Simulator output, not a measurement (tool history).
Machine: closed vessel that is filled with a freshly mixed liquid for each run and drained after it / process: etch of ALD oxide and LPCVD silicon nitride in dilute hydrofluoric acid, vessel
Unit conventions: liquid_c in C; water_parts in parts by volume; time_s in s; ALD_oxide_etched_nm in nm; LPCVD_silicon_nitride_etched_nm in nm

run  hour  liquid_c  water_parts  time_s  ALD_oxide_etched_nm  LPCVD_silicon_nitride_etched_nm
  1     0        24          140      60               8.8829                          0.18544
  2   5.1        23          145      60               8.3013                          0.26024
  3  10.6      23.5          155      60               7.6024                          0.14561
  4  12.5      23.5          115      60               10.935                          0.21909
  5  20.2        23          125      60               9.8424                          0.25911
  6  24.1      24.5          125      60               10.338                          0.22949

For run 7, what comes out?
  7  28.8      23.5          135      60                    ?                                ?

{"run 7": {"ALD_oxide_etched_nm": 9.0694, "LPCVD_silicon_nitride_etched_nm": 0.21573}}
